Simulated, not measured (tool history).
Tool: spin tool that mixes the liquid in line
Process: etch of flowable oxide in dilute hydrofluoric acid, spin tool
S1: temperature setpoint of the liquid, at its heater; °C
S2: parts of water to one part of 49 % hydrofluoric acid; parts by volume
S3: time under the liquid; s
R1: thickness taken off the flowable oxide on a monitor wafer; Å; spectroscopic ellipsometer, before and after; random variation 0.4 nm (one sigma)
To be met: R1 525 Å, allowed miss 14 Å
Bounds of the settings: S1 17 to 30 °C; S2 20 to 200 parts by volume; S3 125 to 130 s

Run 1, day 0: S1 22 °C, S2 110 parts by volume, S3 125 s. Result: R1 212.83 Å.
Run 2, day 0.042: S1 22 °C, S2 75 parts by volume, S3 125 s. Result: R1 329.3 Å.
Run 3, day 0.354: S1 23.5 °C, S2 70 parts by volume, S3 125 s. Result: R1 379.58 Å.
Run 4, day 0.421: S1 24.5 °C, S2 70 parts by volume, S3 125 s. Result: R1 387.5 Å.
Run 5, day 0.483: S1 25.5 °C, S2 70 parts by volume, S3 125 s. Result: R1 406.96 Å.
At day 0.842: hydrofluoric acid flow meter replaced.
Run 6, day 0.842: S1 27.5 °C, S2 70 parts by volume, S3 125 s. Result: R1 493.19 Å.
Run 7, day 0.883: S1 27.5 °C, S2 70 parts by volume, S3 125 s. Result: R1 494.99 Å.
Run 8, day 1.067: S1 28 °C, S2 70 parts by volume, S3 125 s. Result: R1 505.08 Å.

5 next moves are on the table. One of them brings every result within its allowed miss. Which?
Run A, day 1.25: S1 30 °C, S2 80 parts by volume, S3 130 s. Result: R1 ?.
Run B, day 1.25: S1 28 °C, S2 70 parts by volume, S3 130 s. Result: R1 ?.
Run C, day 1.25: S1 27.5 °C, S2 70 parts by volume, S3 125 s. Result: R1 ?.
Run D, day 1.25: S1 27 °C, S2 70 parts by volume, S3 125 s. Result: R1 ?.
Run E, day 1.25: S1 26 °C, S2 65 parts by volume, S3 125 s. Result: R1 ?.

move      R1
   A  480.15
   B  515.27
   C  485.83
   D  476.34
   E  496.39
A: further off than the last run
B: meets every target
C: further off than the last run
D: further off than the last run
E: further off than the last run
The right move is B.

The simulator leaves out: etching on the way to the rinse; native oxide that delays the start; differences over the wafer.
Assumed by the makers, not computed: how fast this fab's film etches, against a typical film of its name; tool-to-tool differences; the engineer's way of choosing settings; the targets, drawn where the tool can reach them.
